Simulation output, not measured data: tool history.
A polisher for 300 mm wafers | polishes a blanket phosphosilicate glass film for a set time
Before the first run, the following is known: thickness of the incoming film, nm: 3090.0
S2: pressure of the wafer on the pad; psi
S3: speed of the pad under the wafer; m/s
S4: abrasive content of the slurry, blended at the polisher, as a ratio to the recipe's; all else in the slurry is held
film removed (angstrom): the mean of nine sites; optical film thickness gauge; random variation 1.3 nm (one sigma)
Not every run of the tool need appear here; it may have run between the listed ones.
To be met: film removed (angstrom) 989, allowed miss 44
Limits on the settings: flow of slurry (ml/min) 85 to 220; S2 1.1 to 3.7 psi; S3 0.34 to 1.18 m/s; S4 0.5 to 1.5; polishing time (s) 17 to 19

Run 1, hour 0: flow of slurry (ml/min) 140, S2 2.4 psi, S3 0.76 m/s, S4 1, polishing time (s) 19. Result: film removed (angstrom) 1194.4.
Run 2, hour 5.9: flow of slurry (ml/min) 140, S2 2.6 psi, S3 0.76 m/s, S4 1, polishing time (s) 19. Result: film removed (angstrom) 1284.5.
Run 3, hour 9: flow of slurry (ml/min) 140, S2 2.5 psi, S3 0.76 m/s, S4 1, polishing time (s) 19. Result: film removed (angstrom) 1254.8.
Run 4, hour 12.1: flow of slurry (ml/min) 140, S2 2.4 psi, S3 0.76 m/s, S4 1, polishing time (s) 19. Result: film removed (angstrom) 1136.3.
Run 5, hour 14.3: flow of slurry (ml/min) 165, S2 2.4 psi, S3 0.76 m/s, S4 1, polishing time (s) 19. Result: film removed (angstrom) 1194.9.
Run 6, hour 18.9: flow of slurry (ml/min) 165, S2 2.3 psi, S3 0.76 m/s, S4 1, polishing time (s) 19. Result: film removed (angstrom) 1151.6.
Run 7, hour 27.9: flow of slurry (ml/min) 165, S2 2.2 psi, S3 0.76 m/s, S4 1, polishing time (s) 19. Result: film removed (angstrom) 1145.2.
Run 8, hour 30.7: flow of slurry (ml/min) 165, S2 2.1 psi, S3 0.76 m/s, S4 1, polishing time (s) 19. Result: film removed (angstrom) 1043.9.

Of the 5 settings listed for the next run, only one would bring every result within its allowed miss of target. Which one?
Run A, hour 33.5: flow of slurry (ml/min) 170, S2 2 psi, S3 0.88 m/s, S4 0.95, polishing time (s) 17. Result: film removed (angstrom) ?.
Run B, hour 33.5: flow of slurry (ml/min) 155, S2 3.1 psi, S3 0.42 m/s, S4 0.95, polishing time (s) 19. Result: film removed (angstrom) ?.
Run C, hour 33.5: flow of slurry (ml/min) 135, S2 2.3 psi, S3 1 m/s, S4 0.7, polishing time (s) 18. Result: film removed (angstrom) ?.
Run D, hour 33.5: flow of slurry (ml/min) 165, S2 2.5 psi, S3 0.8 m/s, S4 0.7, polishing time (s) 19. Result: film removed (angstrom) ?.
Run E, hour 33.5: flow of slurry (ml/min) 145, S2 2.2 psi, S3 0.84 m/s, S4 0.85, polishing time (s) 19. Result: film removed (angstrom) ?.

move  film removed (angstrom)
   A                   948.86
   B                   1052.5
   C                   1064.6
   D                   1099.8
   E                   1053.8
A: every result lands within tolerance
B: misses by more than the last run did
C: misses by more than the last run did
D: misses by more than the last run did
E: misses by more than the last run did
Move A is the one to make.
